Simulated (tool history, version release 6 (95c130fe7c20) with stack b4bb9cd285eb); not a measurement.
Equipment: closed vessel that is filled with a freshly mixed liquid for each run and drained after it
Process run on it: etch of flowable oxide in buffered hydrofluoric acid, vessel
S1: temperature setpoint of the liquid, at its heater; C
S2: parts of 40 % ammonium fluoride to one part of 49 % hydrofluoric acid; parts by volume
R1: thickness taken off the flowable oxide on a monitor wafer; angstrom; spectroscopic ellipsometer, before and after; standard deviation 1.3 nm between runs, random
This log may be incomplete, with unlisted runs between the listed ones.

run 1 hour=0 | S1=21 S2=17.5 time_in_the_liquid_(s)=30 | R1=595.5
run 2 hour=6 | S1=21 S2=17.5 time_in_the_liquid_(s)=30 | R1=579.87
run 3 hour=13.7 | S1=21 S2=20 time_in_the_liquid_(s)=30 | R1=515.24
run 4 hour=21.3 | S1=21 S2=16.5 time_in_the_liquid_(s)=30 | R1=628.37
run 5 hour=27.9 | S1=21 S2=12 time_in_the_liquid_(s)=30 | R1=862.79
run 6 hour=30.1 | S1=22 S2=12 time_in_the_liquid_(s)=30 | R1=903.76
run 7 hour=36.2 | S1=23 S2=12 time_in_the_liquid_(s)=30 | R1=940.36

Forecast run 8:
run 8 hour=44.5 | S1=27 S2=9 time_in_the_liquid_(s)=30 | R1=?

Run 8 measured R1 1539.8 angstrom.
